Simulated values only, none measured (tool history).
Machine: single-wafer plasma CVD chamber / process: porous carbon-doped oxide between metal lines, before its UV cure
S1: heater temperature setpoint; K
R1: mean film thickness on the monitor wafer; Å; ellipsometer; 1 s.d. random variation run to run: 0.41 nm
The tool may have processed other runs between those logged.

{"run": 1, "hour": 0.0, "S1": 578.15, "RF power (kW)": 0.475, "deposition time (s)": 16.2, "R1": 825.46}
{"run": 2, "hour": 7.0, "S1": 578.15, "RF power (kW)": 0.475, "deposition time (s)": 15.4, "R1": 778.39}
{"run": 3, "hour": 8.1, "S1": 578.15, "RF power (kW)": 0.51, "deposition time (s)": 15.4, "R1": 824.44}
{"run": 4, "hour": 15.2, "S1": 573.15, "RF power (kW)": 0.52, "deposition time (s)": 15.4, "R1": 857.66}
{"run": 5, "hour": 22.1, "S1": 573.15, "RF power (kW)": 0.52, "deposition time (s)": 16.2, "R1": 895.01}
{"run": 6, "hour": 25.1, "S1": 569.15, "RF power (kW)": 0.52, "deposition time (s)": 16.2, "R1": 919.06}
{"run": 7, "hour": 33.0, "S1": 567.15, "RF power (kW)": 0.52, "deposition time (s)": 16.2, "R1": 928.19}

Run 8 comes next. What will it give?
{"run": 8, "hour": 37.6, "S1": 565.15, "RF power (kW)": 0.52, "deposition time (s)": 16.2, "R1": "?"}

{"run 8": {"R1": 935.08}}
